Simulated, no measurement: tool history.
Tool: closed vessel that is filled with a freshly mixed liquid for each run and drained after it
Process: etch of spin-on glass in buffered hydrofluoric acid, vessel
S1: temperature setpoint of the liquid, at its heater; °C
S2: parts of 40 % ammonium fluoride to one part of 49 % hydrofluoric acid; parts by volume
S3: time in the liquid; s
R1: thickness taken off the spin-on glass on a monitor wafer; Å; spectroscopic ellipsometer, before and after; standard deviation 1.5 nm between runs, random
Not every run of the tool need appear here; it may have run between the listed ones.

{"run": 1, "hour": 0.0, "S1": 25, "S2": 17.5, "S3": 95, "R1": 2626}
{"run": 2, "hour": 3.5, "S1": 23.5, "S2": 17.5, "S3": 95, "R1": 2366.2}
{"run": 3, "hour": 5.1, "S1": 23.5, "S2": 17.5, "S3": 100, "R1": 2523.2}
{"run": 4, "hour": 6.5, "S1": 22.5, "S2": 17.5, "S3": 100, "R1": 2413.4}
{"run": 5, "hour": 8.4, "S1": 22.5, "S2": 14, "S3": 100, "R1": 2986}
{"run": 6, "hour": 13.2, "S1": 21.5, "S2": 14.5, "S3": 100, "R1": 2709.2}

What will run 7 give?
{"run": 7, "hour": 14.8, "S1": 20.5, "S2": 15, "S3": 100, "R1": "?"}

{"run 7": {"R1": 2453.9}}

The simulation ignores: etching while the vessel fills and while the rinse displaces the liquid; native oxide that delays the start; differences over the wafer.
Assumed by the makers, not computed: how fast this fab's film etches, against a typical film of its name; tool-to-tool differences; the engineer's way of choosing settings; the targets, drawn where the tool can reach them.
